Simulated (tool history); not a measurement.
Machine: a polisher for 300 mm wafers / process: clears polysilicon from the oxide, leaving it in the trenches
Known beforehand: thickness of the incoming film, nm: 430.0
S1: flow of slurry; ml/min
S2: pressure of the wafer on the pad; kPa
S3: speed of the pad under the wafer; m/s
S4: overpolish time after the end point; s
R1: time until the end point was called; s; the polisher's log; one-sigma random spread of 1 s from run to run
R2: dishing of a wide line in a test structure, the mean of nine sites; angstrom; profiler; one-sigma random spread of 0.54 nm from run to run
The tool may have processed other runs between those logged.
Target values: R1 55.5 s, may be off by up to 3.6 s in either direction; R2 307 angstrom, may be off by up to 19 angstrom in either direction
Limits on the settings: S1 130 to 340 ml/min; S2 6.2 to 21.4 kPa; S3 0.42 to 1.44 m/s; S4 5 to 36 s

Run 1, hour 0: S1 220 ml/min, S2 13.8 kPa, S3 0.92 m/s, S4 18 s. Result: R1 45.297 s, R2 757.8 angstrom.
Run 2, hour 6.2: S1 195 ml/min, S2 13.8 kPa, S3 0.92 m/s, S4 18 s. Result: R1 46.099 s, R2 740.98 angstrom.
Run 3, hour 7.3: S1 180 ml/min, S2 13.1 kPa, S3 0.92 m/s, S4 15 s. Result: R1 48.694 s, R2 684.52 angstrom.
Run 4, hour 12.4: S1 180 ml/min, S2 13.1 kPa, S3 0.92 m/s, S4 20 s. Result: R1 49.488 s, R2 787.72 angstrom.
Run 5, hour 14.3: S1 180 ml/min, S2 13.1 kPa, S3 0.92 m/s, S4 27 s. Result: R1 50.097 s, R2 838.63 angstrom.
Run 6, hour 16.1: S1 210 ml/min, S2 13.8 kPa, S3 0.8 m/s, S4 22 s. Result: R1 50.707 s, R2 803.04 angstrom.
Run 7, hour 23.9: S1 190 ml/min, S2 11.7 kPa, S3 0.92 m/s, S4 18 s. Result: R1 54.556 s, R2 718.69 angstrom.
Run 8, hour 28.2: S1 190 ml/min, S2 11.7 kPa, S3 0.92 m/s, S4 18 s. Result: R1 53.708 s, R2 710.83 angstrom.
Run 9, hour 29: S1 175 ml/min, S2 10.3 kPa, S3 0.98 m/s, S4 15 s. Result: R1 60.018 s, R2 612.75 angstrom.
Run 10, hour 37.7: S1 165 ml/min, S2 9.7 kPa, S3 1.08 m/s, S4 13 s. Result: R1 59.393 s, R2 566.48 angstrom.
Run 11, hour 41: S1 130 ml/min, S2 6.2 kPa, S3 1.34 m/s, S4 5 s. Result: R1 81.445 s, R2 217.07 angstrom.
Run 12, hour 41.7: S1 155 ml/min, S2 6.9 kPa, S3 1.36 m/s, S4 5 s. Result: R1 71.52 s, R2 247.25 angstrom.
Run 13, hour 46.8: S1 170 ml/min, S2 6.9 kPa, S3 1.38 m/s, S4 5 s. Result: R1 70.214 s, R2 251.51 angstrom.
Run 14, hour 49.4: S1 180 ml/min, S2 7.6 kPa, S3 1.38 m/s, S4 5 s. Result: R1 61.898 s, R2 277.69 angstrom.

Of the 4 settings listed for the next run, only one would bring every result within its allowed miss of target. Which one?
Run A, hour 52: S1 130 ml/min, S2 6.9 kPa, S3 1.38 m/s, S4 6 s. Result: R1 ?, R2 ?.
Run B, hour 52: S1 155 ml/min, S2 6.9 kPa, S3 1.42 m/s, S4 5 s. Result: R1 ?, R2 ?.
Run C, hour 52: S1 180 ml/min, S2 6.9 kPa, S3 1.44 m/s, S4 5 s. Result: R1 ?, R2 ?.
Run D, hour 52: S1 130 ml/min, S2 9 kPa, S3 1.44 m/s, S4 5 s. Result: R1 ?, R2 ?.

move      R1      R2
   A  74.485  280.29
   B  70.564  251.83
   C  68.178  259.24
   D   56.38  303.19
A: moves away from the targets compared with the last run
B: moves away from the targets compared with the last run
C: moves away from the targets compared with the last run
D: every result lands within tolerance
Correct choice: D, which meets every target
